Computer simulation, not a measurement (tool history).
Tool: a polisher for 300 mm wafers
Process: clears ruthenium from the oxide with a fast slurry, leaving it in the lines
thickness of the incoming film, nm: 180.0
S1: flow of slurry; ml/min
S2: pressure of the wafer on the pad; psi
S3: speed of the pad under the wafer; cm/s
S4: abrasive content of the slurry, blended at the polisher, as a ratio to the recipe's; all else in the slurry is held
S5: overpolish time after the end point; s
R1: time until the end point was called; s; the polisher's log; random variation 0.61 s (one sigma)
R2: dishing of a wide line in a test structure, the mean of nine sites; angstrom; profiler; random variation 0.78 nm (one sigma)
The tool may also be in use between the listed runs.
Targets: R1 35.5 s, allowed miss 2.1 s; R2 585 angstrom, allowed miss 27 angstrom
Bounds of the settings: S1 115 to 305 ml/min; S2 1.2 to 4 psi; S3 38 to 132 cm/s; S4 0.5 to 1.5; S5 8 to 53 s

run,hour,S1,S2,S3,S4,S5,R1,R2
1,0,195,2.6,84,1,27,52.407,479.51
2,7.6,195,2.6,96,1,27,47.51,505.16
3,8.7,195,3.1,96,1,27,41.044,529.23
4,14.5,195,3.1,96,1,38,41.769,594.48
5,22.3,195,3.1,96,1,28,41.727,543.68
6,28.3,195,3.2,96,1,28,39.823,546.55
7,31,195,3.3,96,1,28,38.746,536.78
8,36.5,195,3.3,96,1,29,40.439,547.9
9,38.9,195,3.4,96,1,29,38.844,548.6
10,44.9,195,3.5,96,1,30,37.954,555.82
11,49.9,195,3.5,96,1,31,38.292,572.34
12,56.1,195,3.5,96,1,31,38.289,574.46

4 next moves are on the table. One of them brings every result within its allowed miss. Which?
A,62.3,210,3.3,98,1.2,31,?,?
B,62.3,195,4,88,0.85,25,?,?
C,62.3,210,3.1,86,1.05,41,?,?
D,62.3,205,3,92,1.05,36,?,?

move,R1,R2
A,36.54,583.45
B,38.427,537.75
C,44.473,595.06
D,43.378,580.15
A: meets every target
B: further off than the last run
C: further off than the last run
D: further off than the last run
Answer: A
